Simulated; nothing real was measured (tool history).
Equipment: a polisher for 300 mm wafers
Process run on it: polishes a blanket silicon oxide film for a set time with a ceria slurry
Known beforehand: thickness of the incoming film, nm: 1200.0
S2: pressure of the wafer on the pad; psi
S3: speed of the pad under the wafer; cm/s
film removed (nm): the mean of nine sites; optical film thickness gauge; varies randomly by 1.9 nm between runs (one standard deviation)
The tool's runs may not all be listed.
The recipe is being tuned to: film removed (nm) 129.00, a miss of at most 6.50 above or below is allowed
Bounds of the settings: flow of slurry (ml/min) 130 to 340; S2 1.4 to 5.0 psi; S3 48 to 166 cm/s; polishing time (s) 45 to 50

{"run": 1, "hour": 0.0, "flow of slurry (ml/min)": 220, "S2": 3.2, "S3": 106, "polishing time (s)": 50, "film removed (nm)": 239.6}
{"run": 2, "hour": 2.0, "flow of slurry (ml/min)": 190, "S2": 3.2, "S3": 106, "polishing time (s)": 50, "film removed (nm)": 235.72}
{"run": 3, "hour": 2.9, "flow of slurry (ml/min)": 215, "S2": 3.2, "S3": 106, "polishing time (s)": 50, "film removed (nm)": 234.76}
{"run": 4, "hour": 6.5, "flow of slurry (ml/min)": 215, "S2": 2.9, "S3": 106, "polishing time (s)": 50, "film removed (nm)": 214.52}
{"run": 5, "hour": 7.4, "flow of slurry (ml/min)": 215, "S2": 2.5, "S3": 104, "polishing time (s)": 50, "film removed (nm)": 177.91}
{"run": 6, "hour": 12.3, "flow of slurry (ml/min)": 250, "S2": 2.5, "S3": 104, "polishing time (s)": 50, "film removed (nm)": 189.75}
{"run": 7, "hour": 13.8, "flow of slurry (ml/min)": 240, "S2": 2.3, "S3": 104, "polishing time (s)": 50, "film removed (nm)": 172.82}
{"run": 8, "hour": 20.7, "flow of slurry (ml/min)": 235, "S2": 2.1, "S3": 104, "polishing time (s)": 50, "film removed (nm)": 157.42}
{"run": 9, "hour": 26.5, "flow of slurry (ml/min)": 230, "S2": 2.0, "S3": 104, "polishing time (s)": 50, "film removed (nm)": 146.7}
{"run": 10, "hour": 33.6, "flow of slurry (ml/min)": 210, "S2": 1.6, "S3": 104, "polishing time (s)": 50, "film removed (nm)": 118.07}

5 next moves are on the table. One of them brings every result within its allowed miss. Which?
{"run": "A", "hour": 40.7, "flow of slurry (ml/min)": 225, "S2": 1.7, "S3": 98, "polishing time (s)": 50, "film removed (nm)": "?"}
{"run": "B", "hour": 40.7, "flow of slurry (ml/min)": 190, "S2": 2.1, "S3": 86, "polishing time (s)": 50, "film removed (nm)": "?"}
{"run": "C", "hour": 40.7, "flow of slurry (ml/min)": 180, "S2": 2.0, "S3": 88, "polishing time (s)": 45, "film removed (nm)": "?"}
{"run": "D", "hour": 40.7, "flow of slurry (ml/min)": 160, "S2": 1.4, "S3": 122, "polishing time (s)": 45, "film removed (nm)": "?"}
{"run": "E", "hour": 40.7, "flow of slurry (ml/min)": 205, "S2": 1.8, "S3": 96, "polishing time (s)": 45, "film removed (nm)": "?"}

move=A film_removed_(nm)=116.04
move=B film_removed_(nm)=123.04
move=C film_removed_(nm)=107.48
move=D film_removed_(nm)=104.07
move=E film_removed_(nm)=107.13
A: misses by more than the last run did
B: each result inside its tolerance
C: misses by more than the last run did
D: misses by more than the last run did
E: misses by more than the last run did
Answer: B
